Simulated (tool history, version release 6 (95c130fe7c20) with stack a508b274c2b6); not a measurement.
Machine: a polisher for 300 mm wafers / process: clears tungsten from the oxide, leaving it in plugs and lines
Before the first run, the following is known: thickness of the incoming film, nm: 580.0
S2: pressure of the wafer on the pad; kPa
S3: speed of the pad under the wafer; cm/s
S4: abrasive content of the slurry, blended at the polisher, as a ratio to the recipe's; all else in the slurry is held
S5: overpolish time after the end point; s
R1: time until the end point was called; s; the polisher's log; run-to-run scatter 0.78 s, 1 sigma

run 1 hour=0.0 | flow_of_slurry_(ml/min)=270 S2=27.6 S3=108 S4=1.0 S5=3 | R1=91.886
run 2 hour=6.7 | flow_of_slurry_(ml/min)=210 S2=27.6 S3=108 S4=1.0 S5=3 | R1=93.835
run 3 hour=8.2 | flow_of_slurry_(ml/min)=210 S2=29.0 S3=108 S4=1.0 S5=3 | R1=90.532
run 4 hour=11.9 | flow_of_slurry_(ml/min)=210 S2=29.0 S3=108 S4=1.0 S5=3 | R1=88.785
run 5 hour=15.6 | flow_of_slurry_(ml/min)=210 S2=29.6 S3=108 S4=1.0 S5=3 | R1=86.061
run 6 hour=16.8 | flow_of_slurry_(ml/min)=210 S2=30.3 S3=108 S4=1.0 S5=3 | R1=84.190
run 7 hour=21.0 | flow_of_slurry_(ml/min)=210 S2=31.0 S3=108 S4=1.0 S5=3 | R1=83.398

Expected results for the next run?
run 8 hour=22.1 | flow_of_slurry_(ml/min)=210 S2=31.7 S3=108 S4=1.0 S5=3 | R1=?

R1: 83.450 s
